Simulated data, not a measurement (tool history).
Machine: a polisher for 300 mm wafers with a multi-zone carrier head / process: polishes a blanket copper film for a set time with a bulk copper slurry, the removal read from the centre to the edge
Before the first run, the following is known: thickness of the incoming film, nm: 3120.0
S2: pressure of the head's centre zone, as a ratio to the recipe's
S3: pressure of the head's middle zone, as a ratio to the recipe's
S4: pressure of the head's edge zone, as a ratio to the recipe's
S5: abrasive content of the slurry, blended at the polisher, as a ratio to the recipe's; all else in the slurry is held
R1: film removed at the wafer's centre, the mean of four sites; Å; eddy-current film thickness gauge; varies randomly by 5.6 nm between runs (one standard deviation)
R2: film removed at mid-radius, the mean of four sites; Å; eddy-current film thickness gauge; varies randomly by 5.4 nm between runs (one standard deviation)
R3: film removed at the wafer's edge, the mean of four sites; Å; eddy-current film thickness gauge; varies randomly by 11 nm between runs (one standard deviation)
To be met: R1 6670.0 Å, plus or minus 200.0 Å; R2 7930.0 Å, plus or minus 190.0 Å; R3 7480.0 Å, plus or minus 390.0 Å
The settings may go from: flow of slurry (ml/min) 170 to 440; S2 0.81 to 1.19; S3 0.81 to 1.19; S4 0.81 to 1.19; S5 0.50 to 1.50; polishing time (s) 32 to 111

Run 1, hour 0.0: flow of slurry (ml/min) 280, S2 1.00, S3 1.00, S4 1.00, S5 1.00, polishing time (s) 71. Result: R1 6675.6 Å, R2 6529.5 Å, R3 6696.2 Å.
Run 2, hour 4.1: flow of slurry (ml/min) 290, S2 0.99, S3 1.03, S4 1.02, S5 1.05, polishing time (s) 71. Result: R1 6785.9 Å, R2 6730.3 Å, R3 6839.6 Å.
Run 3, hour 6.0: flow of slurry (ml/min) 290, S2 1.06, S3 1.03, S4 1.02, S5 1.05, polishing time (s) 71. Result: R1 7216.8 Å, R2 6719.9 Å, R3 6889.8 Å.
Run 4, hour 14.2: flow of slurry (ml/min) 290, S2 1.06, S3 1.03, S4 1.08, S5 1.05, polishing time (s) 71. Result: R1 7323.2 Å, R2 6776.6 Å, R3 6900.4 Å.
Run 5, hour 18.0: flow of slurry (ml/min) 290, S2 1.06, S3 1.03, S4 1.08, S5 1.05, polishing time (s) 85. Result: R1 8620.8 Å, R2 8150.8 Å, R3 8126.3 Å.
Run 6, hour 21.3: flow of slurry (ml/min) 280, S2 1.02, S3 1.04, S4 1.07, S5 1.00, polishing time (s) 85. Result: R1 8082.4 Å, R2 8078.9 Å, R3 8026.5 Å.
Run 7, hour 22.5: flow of slurry (ml/min) 270, S2 1.00, S3 1.05, S4 1.06, S5 0.95, polishing time (s) 85. Result: R1 7960.2 Å, R2 7877.8 Å, R3 8143.7 Å.
Run 8, hour 24.4: flow of slurry (ml/min) 295, S2 0.97, S3 1.06, S4 1.04, S5 0.95, polishing time (s) 84. Result: R1 7591.5 Å, R2 7956.9 Å, R3 7903.0 Å.
Run 9, hour 32.3: flow of slurry (ml/min) 295, S2 0.97, S3 1.06, S4 1.04, S5 0.95, polishing time (s) 84. Result: R1 7650.4 Å, R2 8042.7 Å, R3 7792.6 Å.

Below are 5 possible settings for the next run. Only one of them brings all results inside the allowed miss of their targets. Which is it?
Run A, hour 40.2: flow of slurry (ml/min) 355, S2 0.90, S3 1.14, S4 1.17, S5 1.20, polishing time (s) 73. Result: R1 ?, R2 ?, R3 ?.
Run B, hour 40.2: flow of slurry (ml/min) 440, S2 1.19, S3 1.11, S4 1.06, S5 0.75, polishing time (s) 85. Result: R1 ?, R2 ?, R3 ?.
Run C, hour 40.2: flow of slurry (ml/min) 270, S2 0.97, S3 0.94, S4 1.03, S5 0.90, polishing time (s) 94. Result: R1 ?, R2 ?, R3 ?.
Run D, hour 40.2: flow of slurry (ml/min) 370, S2 1.06, S3 1.11, S4 1.02, S5 0.90, polishing time (s) 81. Result: R1 ?, R2 ?, R3 ?.
Run E, hour 40.2: flow of slurry (ml/min) 325, S2 1.19, S3 1.11, S4 1.00, S5 0.85, polishing time (s) 85. Result: R1 ?, R2 ?, R3 ?.

move      R1      R2      R3
   A  6648.9  8054.6  7632.9
   B  9046.2  8075.0  7565.1
   C  8205.8  7970.1  8512.7
   D  8014.6  8054.3  7477.0
   E  9164.8  8202.1  7595.9
A: all results land within tolerance of their targets
B: further off than the last run
C: further off than the last run
D: further off than the last run
E: further off than the last run
A meets every target.
